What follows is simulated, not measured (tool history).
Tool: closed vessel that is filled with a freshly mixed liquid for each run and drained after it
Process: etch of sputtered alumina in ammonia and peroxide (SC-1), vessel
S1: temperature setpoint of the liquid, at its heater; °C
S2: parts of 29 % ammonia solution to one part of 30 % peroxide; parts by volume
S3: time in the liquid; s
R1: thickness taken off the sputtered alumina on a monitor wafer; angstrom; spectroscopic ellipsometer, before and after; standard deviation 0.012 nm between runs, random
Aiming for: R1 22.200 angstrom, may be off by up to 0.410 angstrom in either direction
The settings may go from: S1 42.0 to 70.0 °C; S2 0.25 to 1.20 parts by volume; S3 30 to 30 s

run 1 hour=0.0 | S1=58.0 S2=0.95 S3=30 | R1=43.214
run 2 hour=1.6 | S1=56.5 S2=0.95 S3=30 | R1=39.704
run 3 hour=4.0 | S1=62.0 S2=0.95 S3=30 | R1=52.909
run 4 hour=10.2 | S1=62.0 S2=1.05 S3=30 | R1=52.826
run 5 hour=17.3 | S1=60.0 S2=1.05 S3=30 | R1=47.985
run 6 hour=25.6 | S1=60.0 S2=1.05 S3=30 | R1=48.513
run 7 hour=30.7 | S1=58.0 S2=1.05 S3=30 | R1=43.379
run 8 hour=39.4 | S1=56.5 S2=1.05 S3=30 | R1=40.133
run 9 hour=44.0 | S1=55.0 S2=1.05 S3=30 | R1=37.161
run 10 hour=46.1 | S1=54.0 S2=1.05 S3=30 | R1=35.169
run 11 hour=53.6 | S1=53.0 S2=1.05 S3=30 | R1=33.292
run 12 hour=57.4 | S1=52.0 S2=1.05 S3=30 | R1=31.633
run 13 hour=65.2 | S1=51.0 S2=1.05 S3=30 | R1=29.629
run 14 hour=73.0 | S1=50.5 S2=1.05 S3=30 | R1=29.271
run 15 hour=75.0 | S1=50.0 S2=1.05 S3=30 | R1=28.365
run 16 hour=76.2 | S1=49.5 S2=1.05 S3=30 | R1=27.493
run 17 hour=78.5 | S1=49.0 S2=1.05 S3=30 | R1=27.204
run 18 hour=85.0 | S1=48.5 S2=1.05 S3=30 | R1=26.035

Next run, 5 choices. One meets every target within its allowed miss, the rest don't. Which?
run A hour=91.5 | S1=51.5 S2=1.00 S3=30 | R1=?
run B hour=91.5 | S1=45.5 S2=1.20 S3=30 | R1=?
run C hour=91.5 | S1=44.5 S2=1.05 S3=30 | R1=?
run D hour=91.5 | S1=50.0 S2=1.20 S3=30 | R1=?
run E hour=91.5 | S1=46.5 S2=1.20 S3=30 | R1=?

move=A R1=30.412
move=B R1=22.177
move=C R1=20.686
move=D R1=28.508
move=E R1=23.466
A: the biggest miss grows against the last run
B: every result within its allowed miss
C: carries the result that was furthest off beyond its target, to the other side
D: the biggest miss grows against the last run
E: an improvement on the last run, though not all results are within tolerance
B is the move that brings every result within its allowed miss.
